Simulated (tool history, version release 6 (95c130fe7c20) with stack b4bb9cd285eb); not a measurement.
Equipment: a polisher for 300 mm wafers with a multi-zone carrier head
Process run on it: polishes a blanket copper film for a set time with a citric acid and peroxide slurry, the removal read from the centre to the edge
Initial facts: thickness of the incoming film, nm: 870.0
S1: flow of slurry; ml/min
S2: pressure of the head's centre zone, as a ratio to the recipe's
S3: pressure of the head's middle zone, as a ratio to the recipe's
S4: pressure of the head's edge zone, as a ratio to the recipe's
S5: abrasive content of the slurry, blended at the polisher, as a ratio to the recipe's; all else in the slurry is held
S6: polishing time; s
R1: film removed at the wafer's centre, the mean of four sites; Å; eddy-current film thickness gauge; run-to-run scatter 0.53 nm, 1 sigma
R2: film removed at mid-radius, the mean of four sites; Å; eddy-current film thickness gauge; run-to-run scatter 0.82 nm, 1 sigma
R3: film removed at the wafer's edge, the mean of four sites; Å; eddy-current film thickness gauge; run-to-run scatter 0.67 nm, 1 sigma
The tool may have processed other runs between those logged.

Run 1, hour 0.0: S1 135 ml/min, S2 1.00, S3 1.00, S4 1.00, S5 1.00, S6 49 s. Result: R1 1133.00 Å, R2 1151.70 Å, R3 1116.90 Å.
Run 2, hour 4.4: S1 135 ml/min, S2 1.00, S3 1.00, S4 1.00, S5 1.00, S6 43 s. Result: R1 983.26 Å, R2 1014.10 Å, R3 985.52 Å.
Run 3, hour 10.6: S1 135 ml/min, S2 1.00, S3 1.05, S4 1.00, S5 1.00, S6 43 s. Result: R1 997.31 Å, R2 1059.00 Å, R3 985.34 Å.
Run 4, hour 11.9: S1 135 ml/min, S2 1.00, S3 1.05, S4 0.93, S5 1.00, S6 43 s. Result: R1 983.93 Å, R2 1020.70 Å, R3 953.18 Å.
Run 5, hour 19.2: S1 130 ml/min, S2 0.97, S3 1.05, S4 0.92, S5 0.90, S6 41 s. Result: R1 880.81 Å, R2 967.52 Å, R3 871.82 Å.
Run 6, hour 26.4: S1 130 ml/min, S2 0.97, S3 1.01, S4 0.92, S5 0.90, S6 41 s. Result: R1 872.35 Å, R2 906.81 Å, R3 856.79 Å.
Run 7, hour 34.5: S1 125 ml/min, S2 0.94, S3 1.01, S4 0.92, S5 0.85, S6 40 s. Result: R1 792.46 Å, R2 861.47 Å, R3 812.73 Å.
Run 8, hour 38.1: S1 120 ml/min, S2 0.92, S3 1.01, S4 0.91, S5 0.80, S6 40 s. Result: R1 766.69 Å, R2 868.97 Å, R3 787.03 Å.

What does the tool deliver on the next run?
Run 9, hour 45.9: S1 90 ml/min, S2 0.82, S3 0.92, S4 0.98, S5 0.55, S6 29 s. Result: R1 ?, R2 ?, R3 ?.

{"run 9": {"R1": 386.31, "R2": 463.65, "R3": 485.9}}
